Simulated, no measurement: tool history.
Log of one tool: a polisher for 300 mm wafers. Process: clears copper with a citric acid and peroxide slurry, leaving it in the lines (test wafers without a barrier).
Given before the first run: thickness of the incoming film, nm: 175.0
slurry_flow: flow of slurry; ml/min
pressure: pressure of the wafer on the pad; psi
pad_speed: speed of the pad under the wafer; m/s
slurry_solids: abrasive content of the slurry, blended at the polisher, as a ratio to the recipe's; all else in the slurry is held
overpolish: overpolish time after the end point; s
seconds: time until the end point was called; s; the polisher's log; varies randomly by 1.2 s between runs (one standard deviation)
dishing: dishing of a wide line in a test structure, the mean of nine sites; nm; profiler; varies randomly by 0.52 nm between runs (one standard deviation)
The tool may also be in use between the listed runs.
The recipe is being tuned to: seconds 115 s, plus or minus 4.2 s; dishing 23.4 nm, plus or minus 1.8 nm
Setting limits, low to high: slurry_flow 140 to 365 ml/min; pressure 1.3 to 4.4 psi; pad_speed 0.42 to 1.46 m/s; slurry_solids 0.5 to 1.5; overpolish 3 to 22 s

run 1 hour=0 | slurry_flow=235 pressure=2.8 pad_speed=0.94 slurry_solids=1 overpolish=11 | seconds=90.919 dishing=15.99
run 2 hour=0.7 | slurry_flow=235 pressure=2.8 pad_speed=0.94 slurry_solids=1.1 overpolish=11 | seconds=88.627 dishing=17.355
run 3 hour=8.7 | slurry_flow=235 pressure=2.6 pad_speed=0.94 slurry_solids=1.15 overpolish=12 | seconds=94.916 dishing=18.247
run 4 hour=12.3 | slurry_flow=275 pressure=2.6 pad_speed=0.94 slurry_solids=1.15 overpolish=12 | seconds=93.096 dishing=18.112
run 5 hour=21.3 | slurry_flow=275 pressure=2.5 pad_speed=0.94 slurry_solids=1.2 overpolish=13 | seconds=95.842 dishing=18.876
run 6 hour=27.9 | slurry_flow=305 pressure=2.5 pad_speed=0.94 slurry_solids=1.2 overpolish=13 | seconds=92.892 dishing=18.032
run 7 hour=30.2 | slurry_flow=290 pressure=2.4 pad_speed=0.94 slurry_solids=1.2 overpolish=14 | seconds=97.762 dishing=18.824
run 8 hour=36.5 | slurry_flow=280 pressure=2.3 pad_speed=0.94 slurry_solids=1.25 overpolish=15 | seconds=101.93 dishing=19.264
run 9 hour=42.6 | slurry_flow=275 pressure=2.3 pad_speed=0.94 slurry_solids=1.25 overpolish=16 | seconds=100.74 dishing=20.98
run 10 hour=43.5 | slurry_flow=270 pressure=2.2 pad_speed=0.94 slurry_solids=1.25 overpolish=17 | seconds=105.42 dishing=21.368

Below are 4 possible settings for the next run. Only one of them brings all results inside the allowed miss of their targets. Which is it?
run A hour=44.4 | slurry_flow=260 pressure=2.1 pad_speed=0.9 slurry_solids=1.2 overpolish=20 | seconds=? dishing=?
run B hour=44.4 | slurry_flow=285 pressure=2 pad_speed=0.94 slurry_solids=1.25 overpolish=16 | seconds=? dishing=?
run C hour=44.4 | slurry_flow=300 pressure=2.3 pad_speed=0.8 slurry_solids=0.85 overpolish=18 | seconds=? dishing=?
run D hour=44.4 | slurry_flow=290 pressure=1.9 pad_speed=1.1 slurry_solids=1.45 overpolish=21 | seconds=? dishing=?

move=A seconds=116.52 dishing=23.346
move=B seconds=115.26 dishing=19.262
move=C seconds=126.38 dishing=19.792
move=D seconds=101.6 dishing=27.362
A: every result lands within tolerance
B: meets the target for the result that was furthest off, but another lies outside its allowed miss
C: the result that was furthest off in the last run now lies on the other side of its target
D: moves away from the targets compared with the last run
Answer: A
